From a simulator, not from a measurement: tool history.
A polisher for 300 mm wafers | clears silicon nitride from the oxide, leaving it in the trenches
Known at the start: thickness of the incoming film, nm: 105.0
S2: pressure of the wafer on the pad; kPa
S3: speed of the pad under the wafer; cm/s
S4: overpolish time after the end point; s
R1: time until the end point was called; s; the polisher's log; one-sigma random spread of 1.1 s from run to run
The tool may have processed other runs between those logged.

{"run": 1, "day": 0.0, "flow of slurry (ml/min)": 215, "S2": 15.9, "S3": 88, "S4": 11, "R1": 181.21}
{"run": 2, "day": 0.088, "flow of slurry (ml/min)": 240, "S2": 15.9, "S3": 88, "S4": 11, "R1": 179.96}
{"run": 3, "day": 0.188, "flow of slurry (ml/min)": 240, "S2": 17.2, "S3": 88, "S4": 11, "R1": 166.81}
{"run": 4, "day": 0.496, "flow of slurry (ml/min)": 240, "S2": 17.9, "S3": 88, "S4": 11, "R1": 159.08}
{"run": 5, "day": 0.846, "flow of slurry (ml/min)": 240, "S2": 18.6, "S3": 88, "S4": 11, "R1": 156.69}
{"run": 6, "day": 1.2, "flow of slurry (ml/min)": 240, "S2": 19.3, "S3": 88, "S4": 11, "R1": 152.25}
{"run": 7, "day": 1.417, "flow of slurry (ml/min)": 240, "S2": 19.3, "S3": 88, "S4": 11, "R1": 150.49}
{"run": 8, "day": 1.617, "flow of slurry (ml/min)": 240, "S2": 20, "S3": 88, "S4": 11, "R1": 147.97}
{"run": 9, "day": 1.675, "flow of slurry (ml/min)": 245, "S2": 20.7, "S3": 88, "S4": 11, "R1": 142.81}

Run 10 is up next; what results do you expect?
{"run": 10, "day": 1.971, "flow of slurry (ml/min)": 245, "S2": 21.4, "S3": 88, "S4": 11, "R1": "?"}

Run 10 gave R1 140.94 s.
